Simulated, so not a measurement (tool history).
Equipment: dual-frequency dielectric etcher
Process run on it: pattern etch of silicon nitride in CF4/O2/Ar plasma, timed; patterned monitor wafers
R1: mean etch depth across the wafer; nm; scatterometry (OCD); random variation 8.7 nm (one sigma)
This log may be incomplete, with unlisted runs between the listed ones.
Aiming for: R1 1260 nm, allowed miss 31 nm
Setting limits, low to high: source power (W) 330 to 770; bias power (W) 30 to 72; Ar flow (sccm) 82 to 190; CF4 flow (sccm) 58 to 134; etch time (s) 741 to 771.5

{"run": 1, "hour": 0.0, "source power (W)": 550, "bias power (W)": 51, "Ar flow (sccm)": 136, "CF4 flow (sccm)": 96, "etch time (s)": 741, "R1": 1475.5}
{"run": 2, "hour": 3.3, "source power (W)": 540, "bias power (W)": 51, "Ar flow (sccm)": 136, "CF4 flow (sccm)": 96, "etch time (s)": 741, "R1": 1459}
{"run": 3, "hour": 8.3, "source power (W)": 540, "bias power (W)": 51, "Ar flow (sccm)": 116, "CF4 flow (sccm)": 96, "etch time (s)": 741, "R1": 1483.9}
{"run": 4, "hour": 12.1, "source power (W)": 530, "bias power (W)": 51, "Ar flow (sccm)": 116, "CF4 flow (sccm)": 96, "etch time (s)": 741, "R1": 1470.5}
{"run": 5, "hour": 16.2, "source power (W)": 520, "bias power (W)": 51, "Ar flow (sccm)": 116, "CF4 flow (sccm)": 96, "etch time (s)": 741, "R1": 1443.1}
{"run": 6, "hour": 19.2, "source power (W)": 510, "bias power (W)": 51, "Ar flow (sccm)": 116, "CF4 flow (sccm)": 96, "etch time (s)": 741, "R1": 1433.1}
{"run": 7, "hour": 22.2, "source power (W)": 500, "bias power (W)": 51, "Ar flow (sccm)": 116, "CF4 flow (sccm)": 96, "etch time (s)": 741, "R1": 1414.9}
{"run": 8, "hour": 26.8, "source power (W)": 500, "bias power (W)": 51, "Ar flow (sccm)": 116, "CF4 flow (sccm)": 96, "etch time (s)": 741, "R1": 1383.4}
{"run": 9, "hour": 35.0, "source power (W)": 490, "bias power (W)": 51, "Ar flow (sccm)": 116, "CF4 flow (sccm)": 96, "etch time (s)": 741, "R1": 1354}
{"run": 10, "hour": 42.3, "source power (W)": 470, "bias power (W)": 51, "Ar flow (sccm)": 116, "CF4 flow (sccm)": 96, "etch time (s)": 741, "R1": 1320.9}
{"run": 11, "hour": 50.2, "source power (W)": 470, "bias power (W)": 51, "Ar flow (sccm)": 116, "CF4 flow (sccm)": 96, "etch time (s)": 741, "R1": 1333}
{"run": 12, "hour": 53.9, "source power (W)": 450, "bias power (W)": 51, "Ar flow (sccm)": 116, "CF4 flow (sccm)": 96, "etch time (s)": 741, "R1": 1291.1}

Which of these 5 next moves meets every target?
{"run": "A", "hour": 57.6, "source power (W)": 440, "bias power (W)": 46, "Ar flow (sccm)": 123, "CF4 flow (sccm)": 92, "etch time (s)": 741, "R1": "?"}
{"run": "B", "hour": 57.6, "source power (W)": 470, "bias power (W)": 47, "Ar flow (sccm)": 113, "CF4 flow (sccm)": 96, "etch time (s)": 771.5, "R1": "?"}
{"run": "C", "hour": 57.6, "source power (W)": 460, "bias power (W)": 50, "Ar flow (sccm)": 124, "CF4 flow (sccm)": 89, "etch time (s)": 771.5, "R1": "?"}
{"run": "D", "hour": 57.6, "source power (W)": 370, "bias power (W)": 51, "Ar flow (sccm)": 109, "CF4 flow (sccm)": 92, "etch time (s)": 771.5, "R1": "?"}
{"run": "E", "hour": 57.6, "source power (W)": 440, "bias power (W)": 52, "Ar flow (sccm)": 143, "CF4 flow (sccm)": 94, "etch time (s)": 745, "R1": "?"}

move=A R1=1205
move=B R1=1355
move=C R1=1338.4
move=D R1=1176
move=E R1=1262.4
A: pushes the last run's worst result past its target
B: further off than the last run
C: further off than the last run
D: pushes the last run's worst result past its target
E: every result within its allowed miss
E meets every target.

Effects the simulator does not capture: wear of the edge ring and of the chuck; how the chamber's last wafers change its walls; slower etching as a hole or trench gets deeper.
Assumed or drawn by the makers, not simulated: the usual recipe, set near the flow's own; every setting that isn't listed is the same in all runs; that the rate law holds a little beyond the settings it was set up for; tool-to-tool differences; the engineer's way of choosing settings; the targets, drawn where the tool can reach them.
